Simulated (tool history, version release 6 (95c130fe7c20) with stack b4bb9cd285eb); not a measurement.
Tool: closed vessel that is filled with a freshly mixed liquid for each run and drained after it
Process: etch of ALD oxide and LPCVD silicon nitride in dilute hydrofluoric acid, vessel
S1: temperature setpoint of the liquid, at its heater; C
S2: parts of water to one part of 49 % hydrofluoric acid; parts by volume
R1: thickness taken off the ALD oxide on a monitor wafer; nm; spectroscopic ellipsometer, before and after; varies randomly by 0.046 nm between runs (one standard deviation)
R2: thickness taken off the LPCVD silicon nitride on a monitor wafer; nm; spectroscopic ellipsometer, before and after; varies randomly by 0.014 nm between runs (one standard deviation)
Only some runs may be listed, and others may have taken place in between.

run 1 hour=0 | S1=23 S2=175 time_in_the_liquid_(s)=160 | R1=13.355 R2=0.41005
run 2 hour=6.1 | S1=21.5 S2=185 time_in_the_liquid_(s)=160 | R1=11.795 R2=0.33339
run 3 hour=9.3 | S1=21 S2=195 time_in_the_liquid_(s)=160 | R1=10.786 R2=0.33493
run 4 hour=13.7 | S1=19 S2=195 time_in_the_liquid_(s)=160 | R1=9.9899 R2=0.3017
run 5 hour=21.7 | S1=22.5 S2=195 time_in_the_liquid_(s)=160 | R1=11.495 R2=0.35089
run 6 hour=26 | S1=21 S2=195 time_in_the_liquid_(s)=160 | R1=10.774 R2=0.34787
run 7 hour=33 | S1=20 S2=195 time_in_the_liquid_(s)=160 | R1=10.417 R2=0.30471

What does the tool deliver on the next run?
run 8 hour=40.8 | S1=19.5 S2=200 time_in_the_liquid_(s)=160 | R1=? R2=?

{"run 8": {"R1": 9.8718, "R2": 0.28091}}
